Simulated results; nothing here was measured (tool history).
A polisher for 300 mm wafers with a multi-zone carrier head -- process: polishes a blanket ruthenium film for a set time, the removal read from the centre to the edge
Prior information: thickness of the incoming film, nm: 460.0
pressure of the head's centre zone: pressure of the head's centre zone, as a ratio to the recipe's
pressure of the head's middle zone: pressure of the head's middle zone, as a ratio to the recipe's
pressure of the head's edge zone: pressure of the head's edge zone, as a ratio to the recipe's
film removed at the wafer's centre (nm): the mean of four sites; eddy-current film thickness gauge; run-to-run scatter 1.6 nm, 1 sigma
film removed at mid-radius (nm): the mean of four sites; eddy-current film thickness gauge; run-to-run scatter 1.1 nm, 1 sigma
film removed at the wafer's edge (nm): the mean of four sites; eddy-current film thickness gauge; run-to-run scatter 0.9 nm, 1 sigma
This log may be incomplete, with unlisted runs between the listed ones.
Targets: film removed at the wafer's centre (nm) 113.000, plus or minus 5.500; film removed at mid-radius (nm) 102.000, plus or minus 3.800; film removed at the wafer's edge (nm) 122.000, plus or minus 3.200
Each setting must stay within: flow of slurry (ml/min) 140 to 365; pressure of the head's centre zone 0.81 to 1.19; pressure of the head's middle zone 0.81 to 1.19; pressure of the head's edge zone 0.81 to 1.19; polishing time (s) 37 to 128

run	hour	flow of slurry (ml/min)	pressure of the head's centre zone	pressure of the head's middle zone	pressure of the head's edge zone	polishing time (s)	film removed at the wafer's centre (nm)	film removed at mid-radius (nm)	film removed at the wafer's edge (nm)
1	0.0	235	1.00	1.00	1.00	82	84.177	90.587	92.034
2	2.6	185	1.00	1.00	1.00	82	81.580	88.229	87.676
3	8.0	185	1.00	1.00	1.00	61	58.559	66.245	65.544
4	8.7	210	1.02	0.99	1.04	67	68.543	71.440	74.032
5	13.9	210	1.07	0.99	1.04	67	72.543	73.980	74.403
6	14.5	210	1.07	0.99	1.11	67	71.246	72.988	76.702
# hour 16.0: centre zone pressure recalibrated
7	16.0	230	1.07	0.98	1.13	72	85.503	78.111	83.601
8	20.5	235	1.03	0.98	1.14	77	86.380	83.260	90.129
9	28.8	250	1.01	0.97	1.15	81	91.459	86.870	95.679
10	34.3	260	0.99	0.96	1.16	84	91.725	90.356	99.653
11	35.5	265	0.99	0.94	1.17	87	96.438	92.333	103.510
12	41.8	270	0.99	0.92	1.17	90	98.203	95.479	108.030
13	47.0	280	1.00	0.90	1.17	92	102.420	94.704	110.460
14	51.1	285	1.00	0.90	1.17	93	104.230	95.113	112.030
15	58.1	290	1.00	0.90	1.17	94	105.800	97.107	113.050

Exercise: of the 4 proposed moves below, exactly one satisfies all targets within the stated allowed misses. Which move is it?
A	65.1	255	0.85	0.83	1.09	102	?	?	?
B	65.1	290	0.99	0.86	1.15	103	?	?	?
C	65.1	255	1.07	0.88	1.11	91	?	?	?
D	65.1	255	0.96	1.04	1.06	88	?	?	?

move	film removed at the wafer's centre (nm)	film removed at mid-radius (nm)	film removed at the wafer's edge (nm)
A	97.885	96.893	118.230
B	117.080	102.060	123.270
C	110.170	90.596	106.190
D	95.618	100.840	100.590
A: no better and no worse than the last run
B: all results in spec
C: further off than the last run
D: further off than the last run
Go with B: it meets all targets.
